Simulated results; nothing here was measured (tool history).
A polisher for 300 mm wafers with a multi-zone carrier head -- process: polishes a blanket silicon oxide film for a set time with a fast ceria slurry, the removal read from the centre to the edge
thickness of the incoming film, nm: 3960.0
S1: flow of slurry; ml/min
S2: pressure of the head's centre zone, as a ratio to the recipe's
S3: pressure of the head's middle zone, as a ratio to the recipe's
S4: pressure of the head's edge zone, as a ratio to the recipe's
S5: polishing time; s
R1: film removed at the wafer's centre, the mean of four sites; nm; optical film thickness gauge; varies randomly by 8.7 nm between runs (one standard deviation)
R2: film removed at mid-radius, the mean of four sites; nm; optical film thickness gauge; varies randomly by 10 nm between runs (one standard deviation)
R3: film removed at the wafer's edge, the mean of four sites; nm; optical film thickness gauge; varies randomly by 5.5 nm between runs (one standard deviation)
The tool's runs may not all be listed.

| run | hour | S1 | S2 | S3 | S4 | S5 | R1 | R2 | R3 |
|---|---|---|---|---|---|---|---|---|---|
| 1 | 0.0 | 235 | 1.00 | 1.00 | 1.00 | 53 | 702.11 | 709.93 | 710.80 |
| 2 | 5.2 | 235 | 1.00 | 1.00 | 1.00 | 64 | 848.42 | 867.37 | 861.54 |
| 3 | 10.8 | 230 | 0.98 | 1.00 | 0.99 | 64 | 849.14 | 842.96 | 851.05 |
| 4 | 12.4 | 230 | 0.98 | 0.96 | 0.99 | 64 | 822.51 | 827.17 | 850.19 |
| 5 | 20.6 | 230 | 0.98 | 0.96 | 0.99 | 55 | 722.66 | 717.65 | 732.93 |
| 6 | 24.1 | 230 | 0.98 | 0.96 | 0.99 | 64 | 840.82 | 817.71 | 855.09 |

Run 7 has not been measured yet. What should we expect?
| 7 | 28.9 | 225 | 0.95 | 0.97 | 0.99 | 64 | ? | ? | ? |

R1: 786.22 nm
R2: 824.06 nm
R3: 855.77 nm

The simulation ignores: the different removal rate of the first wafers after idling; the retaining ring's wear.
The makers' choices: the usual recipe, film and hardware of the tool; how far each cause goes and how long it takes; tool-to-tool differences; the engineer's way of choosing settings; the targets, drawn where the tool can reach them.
